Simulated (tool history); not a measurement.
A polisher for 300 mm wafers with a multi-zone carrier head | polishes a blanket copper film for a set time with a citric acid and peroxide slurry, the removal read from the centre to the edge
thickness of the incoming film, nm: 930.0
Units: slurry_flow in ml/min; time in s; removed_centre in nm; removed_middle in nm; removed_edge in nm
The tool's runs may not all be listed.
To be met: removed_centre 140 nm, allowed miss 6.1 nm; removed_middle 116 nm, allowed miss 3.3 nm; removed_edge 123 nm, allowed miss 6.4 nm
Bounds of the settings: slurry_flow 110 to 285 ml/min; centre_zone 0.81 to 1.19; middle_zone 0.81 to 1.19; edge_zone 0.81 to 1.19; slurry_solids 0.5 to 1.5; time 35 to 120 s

{"run": 1, "hour": 0.0, "slurry_flow": 180, "centre_zone": 1, "middle_zone": 1, "edge_zone": 1, "slurry_solids": 1, "time": 77, "removed_centre": 105.64, "removed_middle": 100.15, "removed_edge": 100.75}
{"run": 2, "hour": 7.0, "slurry_flow": 185, "centre_zone": 1.02, "middle_zone": 1, "edge_zone": 1.02, "slurry_solids": 1.05, "time": 77, "removed_centre": 107.1, "removed_middle": 104.44, "removed_edge": 102.71}
{"run": 3, "hour": 15.6, "slurry_flow": 190, "centre_zone": 1.04, "middle_zone": 0.98, "edge_zone": 1.03, "slurry_solids": 1.1, "time": 78, "removed_centre": 112.8, "removed_middle": 104.15, "removed_edge": 106.66}
{"run": 4, "hour": 17.4, "slurry_flow": 195, "centre_zone": 1.06, "middle_zone": 0.98, "edge_zone": 1.04, "slurry_solids": 1.15, "time": 78, "removed_centre": 118.47, "removed_middle": 107.87, "removed_edge": 107.8}
{"run": 5, "hour": 25.8, "slurry_flow": 195, "centre_zone": 1.06, "middle_zone": 0.98, "edge_zone": 1.04, "slurry_solids": 1, "time": 78, "removed_centre": 112.87, "removed_middle": 102.22, "removed_edge": 102.03}
{"run": 6, "hour": 30.8, "slurry_flow": 195, "centre_zone": 1.07, "middle_zone": 0.97, "edge_zone": 1.04, "slurry_solids": 1.05, "time": 78, "removed_centre": 116.67, "removed_middle": 102.67, "removed_edge": 102.92}
{"run": 7, "hour": 33.5, "slurry_flow": 195, "centre_zone": 1.08, "middle_zone": 0.96, "edge_zone": 1.05, "slurry_solids": 1.1, "time": 78, "removed_centre": 119.3, "removed_middle": 104.02, "removed_edge": 110.48}
{"run": 8, "hour": 38.6, "slurry_flow": 200, "centre_zone": 1.09, "middle_zone": 0.96, "edge_zone": 1.06, "slurry_solids": 1.1, "time": 78, "removed_centre": 121.71, "removed_middle": 101.45, "removed_edge": 107.18}
{"run": 9, "hour": 47.1, "slurry_flow": 200, "centre_zone": 1.1, "middle_zone": 0.96, "edge_zone": 1.07, "slurry_solids": 1.15, "time": 78, "removed_centre": 122.6, "removed_middle": 104.9, "removed_edge": 108.91}
{"run": 10, "hour": 55.5, "slurry_flow": 200, "centre_zone": 1.1, "middle_zone": 0.96, "edge_zone": 1.07, "slurry_solids": 1.15, "time": 78, "removed_centre": 122.24, "removed_middle": 103.77, "removed_edge": 112.02}
{"run": 11, "hour": 63.7, "slurry_flow": 205, "centre_zone": 1.11, "middle_zone": 0.97, "edge_zone": 1.07, "slurry_solids": 1.15, "time": 78, "removed_centre": 124.15, "removed_middle": 104.76, "removed_edge": 109.87}
{"run": 12, "hour": 65.1, "slurry_flow": 205, "centre_zone": 1.12, "middle_zone": 0.97, "edge_zone": 1.07, "slurry_solids": 1.2, "time": 78, "removed_centre": 127.1, "removed_middle": 106.44, "removed_edge": 112.77}
{"run": 13, "hour": 74.0, "slurry_flow": 210, "centre_zone": 1.13, "middle_zone": 0.97, "edge_zone": 1.07, "slurry_solids": 1.2, "time": 78, "removed_centre": 124.44, "removed_middle": 107.61, "removed_edge": 111.19}
{"run": 14, "hour": 78.2, "slurry_flow": 210, "centre_zone": 1.14, "middle_zone": 0.97, "edge_zone": 1.07, "slurry_solids": 1.2, "time": 78, "removed_centre": 127.02, "removed_middle": 109.39, "removed_edge": 114.16}
{"run": 15, "hour": 84.8, "slurry_flow": 215, "centre_zone": 1.15, "middle_zone": 0.97, "edge_zone": 1.07, "slurry_solids": 1.2, "time": 78, "removed_centre": 131.93, "removed_middle": 107.37, "removed_edge": 111.4}

Which of these 4 next moves meets every target?
{"run": "A", "hour": 91.4, "slurry_flow": 265, "centre_zone": 1.19, "middle_zone": 1.12, "edge_zone": 0.96, "slurry_solids": 1.1, "time": 72, "removed_centre": "?", "removed_middle": "?", "removed_edge": "?"}
{"run": "B", "hour": 91.4, "slurry_flow": 225, "centre_zone": 0.93, "middle_zone": 0.94, "edge_zone": 1.11, "slurry_solids": 1.4, "time": 89, "removed_centre": "?", "removed_middle": "?", "removed_edge": "?"}
{"run": "C", "hour": 91.4, "slurry_flow": 190, "centre_zone": 1.15, "middle_zone": 0.98, "edge_zone": 1.12, "slurry_solids": 1.2, "time": 85, "removed_centre": "?", "removed_middle": "?", "removed_edge": "?"}
{"run": "D", "hour": 91.4, "slurry_flow": 215, "centre_zone": 1.19, "middle_zone": 0.97, "edge_zone": 0.96, "slurry_solids": 1.1, "time": 93, "removed_centre": "?", "removed_middle": "?", "removed_edge": "?"}

move=A removed_centre=125.95 removed_middle=113.58 removed_edge=98.475
move=B removed_centre=126.56 removed_middle=126.69 removed_edge=137.69
move=C removed_centre=139.68 removed_middle=117.07 removed_edge=124.31
move=D removed_centre=157.78 removed_middle=126.41 removed_edge=124.9
A: brings the result that was furthest off to its target, and leaves another outside
B: takes the result that was furthest off past its target
C: meets every target
D: takes the result that was furthest off past its target
Answer: C
